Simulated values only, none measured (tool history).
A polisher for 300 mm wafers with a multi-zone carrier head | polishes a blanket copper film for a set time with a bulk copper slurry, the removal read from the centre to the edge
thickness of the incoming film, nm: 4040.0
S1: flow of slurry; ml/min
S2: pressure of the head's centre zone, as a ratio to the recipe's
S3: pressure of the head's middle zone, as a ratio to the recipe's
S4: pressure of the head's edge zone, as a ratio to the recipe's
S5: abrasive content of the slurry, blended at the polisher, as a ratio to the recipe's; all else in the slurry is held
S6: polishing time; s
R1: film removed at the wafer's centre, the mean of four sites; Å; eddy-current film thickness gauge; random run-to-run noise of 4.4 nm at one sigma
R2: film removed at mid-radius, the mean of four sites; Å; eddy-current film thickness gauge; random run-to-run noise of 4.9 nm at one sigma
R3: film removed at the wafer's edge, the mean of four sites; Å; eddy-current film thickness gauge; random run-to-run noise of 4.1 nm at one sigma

run	hour	S1	S2	S3	S4	S5	S6	R1	R2	R3
1	0	215	1	1	1	1	39	4319.5	4448.7	4476.8
2	7.1	225	1.01	1.01	1.04	1.1	40	4515.1	4610.7	4732.5
3	13.2	230	1.02	1.03	1.07	1.2	41	4776.7	4892.8	4975.4
4	17.4	235	1.02	1.04	1.09	1.25	42	4864.8	5009.9	5184.9
5	20.2	245	1.03	1.05	1.11	1.3	43	5215.4	5196.9	5433.1
6	24.2	255	1.03	1.06	1.13	1.35	44	5377.5	5498.1	5705.7
7	25.4	265	1.03	1.07	1.14	1.4	44	5374.8	5560.3	5671
8	32.6	265	1.03	1.07	1.15	1.4	45	5466.3	5670	5849.6
9	38.2	265	1.03	1.07	1.16	1.4	45	5453.2	5702.8	5882.3
# hour 46.2: edge zone pressure recalibrated
10	46.2	270	1.03	1.07	1.17	1.4	45	5511.1	5681	5638.5
11	51.1	265	1.04	1.08	1.15	1.4	45	5585	5701.6	5551.4

Run 12, settings as shown, results not yet in. Your forecast:
12	57.7	270	1.04	1.07	1.15	1.4	45	?	?	?

{"run 12": {"R1": 5561.3, "R2": 5730.8, "R3": 5667.8}}
